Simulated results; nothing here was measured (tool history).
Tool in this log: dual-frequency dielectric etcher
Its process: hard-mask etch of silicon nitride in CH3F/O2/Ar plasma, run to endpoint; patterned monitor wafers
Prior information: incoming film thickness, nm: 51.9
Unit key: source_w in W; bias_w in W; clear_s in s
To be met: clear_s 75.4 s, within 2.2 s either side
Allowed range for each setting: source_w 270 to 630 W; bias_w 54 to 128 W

run	day	source_w	bias_w	clear_s
1	0	450	91	65.794
2	0.029	520	91	63.601
3	0.071	500	87	64.443
4	0.379	500	103	60.691
5	0.562	480	99	62.42
6	0.746	480	93	64.256
7	1.067	460	90	66.727
8	1.258	450	89	66.528
9	1.525	440	87	68.381
10	1.575	430	86	67.688
11	1.9	420	84	70.949
12	2.138	410	84	70.315
13	2.196	400	83	70.701
14	2.217	330	76	77.998

Exercise: of the 5 proposed moves below, exactly one satisfies all targets within the stated allowed misses. Which move is it?
A	2.238	420	75	?
B	2.238	360	81	?
C	2.238	340	67	?
D	2.238	320	74	?
E	2.238	310	66	?

move	clear_s
A	72.39
B	75.173
C	81.375
D	80.959
E	84.811
A: takes the result that was furthest off past its target
B: all results land within tolerance of their targets
C: further off than the last run
D: further off than the last run
E: further off than the last run
Move B is the one to make.

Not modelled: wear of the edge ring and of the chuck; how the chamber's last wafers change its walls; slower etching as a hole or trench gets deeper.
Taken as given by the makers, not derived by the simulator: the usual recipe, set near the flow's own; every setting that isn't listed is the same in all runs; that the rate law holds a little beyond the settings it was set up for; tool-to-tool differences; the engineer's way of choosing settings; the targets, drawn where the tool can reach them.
